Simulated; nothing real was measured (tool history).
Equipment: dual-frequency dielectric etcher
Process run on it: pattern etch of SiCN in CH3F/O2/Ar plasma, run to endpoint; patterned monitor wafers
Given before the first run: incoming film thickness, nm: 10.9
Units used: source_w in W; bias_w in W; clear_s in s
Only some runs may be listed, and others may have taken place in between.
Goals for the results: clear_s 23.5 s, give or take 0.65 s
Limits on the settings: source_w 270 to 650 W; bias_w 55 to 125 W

run,hour,source_w,bias_w,clear_s
1,0,460,90,26.302
2,3.3,460,79,27.756
3,5.5,460,68,29.114
4,12,490,68,28.647
5,13.7,430,68,29.866
6,20.2,350,68,31.966
7,21.6,410,74,28.879
8,24.4,450,80,27.665

Which single option among these 5 for the next run brings every result within its allowed miss of target? Just one does.
A,27.2,480,88,?
B,27.2,580,101,?
C,27.2,470,69,?
D,27.2,550,92,?
E,27.2,360,55,?

move,clear_s
A,26.348
B,23.593
C,28.724
D,24.797
E,33.663
A: gains on the last run, yet a result remains outside its allowed miss
B: in spec on every target
C: lands further from the targets than the last run did
D: gains on the last run, yet a result remains outside its allowed miss
E: lands further from the targets than the last run did
B meets every target.

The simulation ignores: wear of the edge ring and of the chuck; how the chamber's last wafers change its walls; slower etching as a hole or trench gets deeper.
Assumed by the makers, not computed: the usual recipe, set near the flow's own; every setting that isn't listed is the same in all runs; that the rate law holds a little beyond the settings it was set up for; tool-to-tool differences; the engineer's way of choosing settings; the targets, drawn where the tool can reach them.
